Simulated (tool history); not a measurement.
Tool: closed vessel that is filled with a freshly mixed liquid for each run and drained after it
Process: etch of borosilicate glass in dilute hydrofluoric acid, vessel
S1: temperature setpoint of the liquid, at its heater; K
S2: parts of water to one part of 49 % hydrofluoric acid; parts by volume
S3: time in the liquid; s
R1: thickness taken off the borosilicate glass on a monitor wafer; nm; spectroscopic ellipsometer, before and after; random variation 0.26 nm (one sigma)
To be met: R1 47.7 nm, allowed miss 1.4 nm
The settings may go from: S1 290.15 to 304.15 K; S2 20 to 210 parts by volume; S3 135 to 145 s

| run | day | S1 | S2 | S3 | R1 |
|---|---|---|---|---|---|
| 1 | 0 | 296.15 | 115 | 135 | 31.298 |
| 2 | 0.15 | 298.65 | 110 | 135 | 36.598 |
| 3 | 0.412 | 298.65 | 110 | 135 | 36.411 |
| 4 | 0.7 | 300.15 | 110 | 135 | 38.641 |
| 5 | 0.938 | 300.15 | 140 | 135 | 29.439 |
| 6 | 1.15 | 301.15 | 130 | 135 | 33.327 |
|  | 1.379 | hydrofluoric acid flow meter replaced |
| 7 | 1.379 | 302.15 | 120 | 135 | 33.404 |
| 8 | 1.529 | 302.15 | 105 | 135 | 38.776 |
| 9 | 1.708 | 302.15 | 95 | 135 | 44.323 |

Which of these 4 next moves meets every target?
| A | 1.888 | 301.15 | 85 | 145 | ? |
| B | 1.888 | 304.15 | 100 | 145 | ? |
| C | 1.888 | 301.65 | 80 | 135 | ? |
| D | 1.888 | 303.15 | 90 | 145 | ? |

| move | R1 |
|---|---|
| A | 50.986 |
| B | 47.539 |
| C | 51.781 |
| D | 51.616 |
A: takes the result that was furthest off past its target
B: meets every target
C: takes the result that was furthest off past its target
D: takes the result that was furthest off past its target
Answer: B
